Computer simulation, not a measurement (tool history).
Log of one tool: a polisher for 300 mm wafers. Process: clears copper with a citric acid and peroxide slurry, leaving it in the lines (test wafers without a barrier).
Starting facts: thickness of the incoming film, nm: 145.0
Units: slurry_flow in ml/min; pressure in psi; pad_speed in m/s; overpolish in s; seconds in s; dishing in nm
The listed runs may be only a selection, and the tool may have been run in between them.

{"run": 1, "day": 0.0, "slurry_flow": 305, "pressure": 2.2, "pad_speed": 1.08, "slurry_solids": 1, "overpolish": 23, "seconds": 69.658, "dishing": 24.288}
{"run": 2, "day": 0.167, "slurry_flow": 305, "pressure": 2, "pad_speed": 1.08, "slurry_solids": 1, "overpolish": 21, "seconds": 78.342, "dishing": 20.992}
{"run": 3, "day": 0.192, "slurry_flow": 305, "pressure": 1.8, "pad_speed": 1.08, "slurry_solids": 1, "overpolish": 21, "seconds": 87.944, "dishing": 19.655}
{"run": 4, "day": 0.321, "slurry_flow": 305, "pressure": 1.8, "pad_speed": 1.08, "slurry_solids": 1, "overpolish": 19, "seconds": 88.457, "dishing": 17.806}
{"run": 5, "day": 0.529, "slurry_flow": 305, "pressure": 1.8, "pad_speed": 1.08, "slurry_solids": 1, "overpolish": 18, "seconds": 86.922, "dishing": 17.064}
{"run": 6, "day": 0.592, "slurry_flow": 305, "pressure": 1.8, "pad_speed": 1.08, "slurry_solids": 1, "overpolish": 14, "seconds": 86.069, "dishing": 14.057}
{"run": 7, "day": 0.929, "slurry_flow": 305, "pressure": 1.8, "pad_speed": 1.08, "slurry_solids": 1, "overpolish": 15, "seconds": 86.239, "dishing": 15.017}

Predict the results of run 8:
{"run": 8, "day": 1.146, "slurry_flow": 305, "pressure": 1.8, "pad_speed": 1.08, "slurry_solids": 1, "overpolish": 16, "seconds": "?", "dishing": "?"}

seconds: 84.707 s
dishing: 15.56 nm
